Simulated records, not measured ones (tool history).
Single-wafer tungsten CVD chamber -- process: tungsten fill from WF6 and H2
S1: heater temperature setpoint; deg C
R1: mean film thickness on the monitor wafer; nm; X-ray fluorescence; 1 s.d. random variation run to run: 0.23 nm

run 1 hour=0.0 | S1=385 chamber_pressure_(Torr)=33.3 deposition_time_(s)=34.1 | R1=71.147
run 2 hour=6.3 | S1=385 chamber_pressure_(Torr)=30.9 deposition_time_(s)=34.1 | R1=68.129
run 3 hour=13.7 | S1=387 chamber_pressure_(Torr)=30.9 deposition_time_(s)=34.1 | R1=70.718
run 4 hour=14.4 | S1=381 chamber_pressure_(Torr)=30.9 deposition_time_(s)=34.1 | R1=63.484
run 5 hour=23.1 | S1=377 chamber_pressure_(Torr)=30.9 deposition_time_(s)=34.1 | R1=59.281
run 6 hour=23.9 | S1=377 chamber_pressure_(Torr)=26.5 deposition_time_(s)=34.1 | R1=55.226

What will run 7 give?
run 7 hour=25.4 | S1=382 chamber_pressure_(Torr)=26.6 deposition_time_(s)=34.1 | R1=?

R1: 60.794 nm
